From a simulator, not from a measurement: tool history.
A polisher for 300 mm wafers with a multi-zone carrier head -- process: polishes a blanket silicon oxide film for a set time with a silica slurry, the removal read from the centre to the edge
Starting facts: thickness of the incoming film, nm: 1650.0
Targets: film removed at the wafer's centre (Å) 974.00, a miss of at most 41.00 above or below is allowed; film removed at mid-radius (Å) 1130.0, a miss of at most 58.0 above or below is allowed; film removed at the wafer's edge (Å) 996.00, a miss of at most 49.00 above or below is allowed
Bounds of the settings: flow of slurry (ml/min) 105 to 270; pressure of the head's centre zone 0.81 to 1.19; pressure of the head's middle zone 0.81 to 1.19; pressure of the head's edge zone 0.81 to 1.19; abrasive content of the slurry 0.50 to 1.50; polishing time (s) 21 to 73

run  hour  flow of slurry (ml/min)  pressure of the head's centre zone  pressure of the head's middle zone  pressure of the head's edge zone  abrasive content of the slurry  polishing time (s)  film removed at the wafer's centre (Å)  film removed at mid-radius (Å)  film removed at the wafer's edge (Å)
  1   0.0                      175                                1.00                                1.00                              1.00                            1.00                  47                                 1684.10                          1718.2                               1708.30
  2   8.7                      145                                1.00                                1.00                              1.00                            1.00                  47                                 1634.20                          1634.2                               1712.00
  3  12.0                      145                                1.00                                1.00                              1.00                            1.00                  40                                 1430.40                          1422.0                               1398.90
  4  17.8                      145                                1.00                                1.00                              1.07                            1.00                  40                                 1393.80                          1412.5                               1467.10
  5  21.6                      145                                1.03                                1.00                              1.07                            1.00                  40                                 1414.50                          1375.5                               1503.60
  6  25.1                      145                                0.96                                1.00                              1.07                            1.00                  40                                 1342.70                          1399.9                               1458.90
  7  32.7                      150                                0.94                                1.01                              1.04                            0.85                  39                                 1179.40                          1259.3                               1290.10
  8  38.9                      155                                0.92                                1.02                              1.00                            0.80                  39                                 1106.40                          1234.6                               1227.50
  9  45.6                      160                                0.92                                1.03                              0.96                            0.75                  39                                 1046.40                          1193.5                               1163.30
 10  52.8                      165                                0.93                                1.04                              0.93                            0.75                  39                                 1085.90                          1168.7                               1147.60
 11  58.3                      165                                0.92                                1.07                              0.90                            0.75                  39                                 1081.30                          1181.4                               1128.90
 12  60.9                      165                                0.91                                1.09                              0.88                            0.75                  39                                 1052.90                          1277.7                               1125.70

Pick the move, out of 5, that brings all results within their allowed miss; only one does.
  A  63.5                      145                                0.83                                0.96                              1.00                            0.75                  47                                       ?                               ?                                     ?
  B  63.5                      175                                1.07                                1.19                              0.88                            0.70                  37                                       ?                               ?                                     ?
  C  63.5                      235                                0.85                                1.19                              0.87                            1.20                  32                                       ?                               ?                                     ?
  D  63.5                      150                                0.90                                1.08                              0.81                            0.70                  39                                       ?                               ?                                     ?
  E  63.5                      160                                0.91                                1.00                              0.96                            0.70                  45                                       ?                               ?                                     ?

move  film removed at the wafer's centre (Å)  film removed at mid-radius (Å)  film removed at the wafer's edge (Å)
   A                                 1113.90                          1353.5                               1372.50
   B                                 1119.20                          1209.4                                987.87
   C                                 1122.60                          1524.1                               1223.30
   D                                  959.67                          1160.5                                984.55
   E                                 1134.80                          1286.9                               1239.10
A: misses by more than the last run did
B: the worst result of the last run now meets its target, but another is out of spec
C: misses by more than the last run did
D: in spec on every target
E: misses by more than the last run did
Go with D: it meets all targets.
